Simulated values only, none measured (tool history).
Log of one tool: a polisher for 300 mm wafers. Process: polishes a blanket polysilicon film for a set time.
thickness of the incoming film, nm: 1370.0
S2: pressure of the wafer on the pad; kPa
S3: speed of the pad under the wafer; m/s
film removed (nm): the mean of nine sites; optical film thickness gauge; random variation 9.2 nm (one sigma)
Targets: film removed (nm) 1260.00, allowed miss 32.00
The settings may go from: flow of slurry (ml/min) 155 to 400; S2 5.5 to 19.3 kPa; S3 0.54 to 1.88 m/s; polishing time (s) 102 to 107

Run 1, day 0.000: flow of slurry (ml/min) 255, S2 12.4 kPa, S3 1.20 m/s, polishing time (s) 102. Result: film removed (nm) 775.85.
Run 2, day 0.062: flow of slurry (ml/min) 255, S2 15.2 kPa, S3 1.20 m/s, polishing time (s) 102. Result: film removed (nm) 938.34.
Run 3, day 0.317: flow of slurry (ml/min) 255, S2 15.2 kPa, S3 1.40 m/s, polishing time (s) 102. Result: film removed (nm) 1096.80.
Run 4, day 0.338: flow of slurry (ml/min) 315, S2 15.2 kPa, S3 1.40 m/s, polishing time (s) 102. Result: film removed (nm) 1127.90.
Run 5, day 0.692: flow of slurry (ml/min) 315, S2 15.2 kPa, S3 1.22 m/s, polishing time (s) 102. Result: film removed (nm) 978.16.
Run 6, day 0.742: flow of slurry (ml/min) 315, S2 15.2 kPa, S3 1.22 m/s, polishing time (s) 102. Result: film removed (nm) 974.41.
Run 7, day 0.825: flow of slurry (ml/min) 315, S2 15.9 kPa, S3 1.22 m/s, polishing time (s) 102. Result: film removed (nm) 1019.50.
Run 8, day 1.188: flow of slurry (ml/min) 315, S2 16.5 kPa, S3 1.22 m/s, polishing time (s) 102. Result: film removed (nm) 1071.00.
Run 9, day 1.250: flow of slurry (ml/min) 320, S2 17.9 kPa, S3 1.22 m/s, polishing time (s) 102. Result: film removed (nm) 1150.50.
Run 10, day 1.321: flow of slurry (ml/min) 330, S2 18.6 kPa, S3 1.22 m/s, polishing time (s) 102. Result: film removed (nm) 1195.80.

5 next moves are on the table. One of them brings every result within its allowed miss. Which?
Run A, day 1.392: flow of slurry (ml/min) 310, S2 18.6 kPa, S3 1.22 m/s, polishing time (s) 107. Result: film removed (nm) ?.
Run B, day 1.392: flow of slurry (ml/min) 250, S2 18.6 kPa, S3 1.18 m/s, polishing time (s) 104. Result: film removed (nm) ?.
Run C, day 1.392: flow of slurry (ml/min) 390, S2 19.3 kPa, S3 1.10 m/s, polishing time (s) 107. Result: film removed (nm) ?.
Run D, day 1.392: flow of slurry (ml/min) 295, S2 17.2 kPa, S3 1.28 m/s, polishing time (s) 102. Result: film removed (nm) ?.
Run E, day 1.392: flow of slurry (ml/min) 345, S2 17.2 kPa, S3 1.20 m/s, polishing time (s) 102. Result: film removed (nm) ?.

move  film removed (nm)
   A            1246.40
   B            1151.20
   C            1187.30
   D            1151.40
   E            1094.80
A: meets every target
B: further off than the last run
C: further off than the last run
D: further off than the last run
E: further off than the last run
The right move is A.
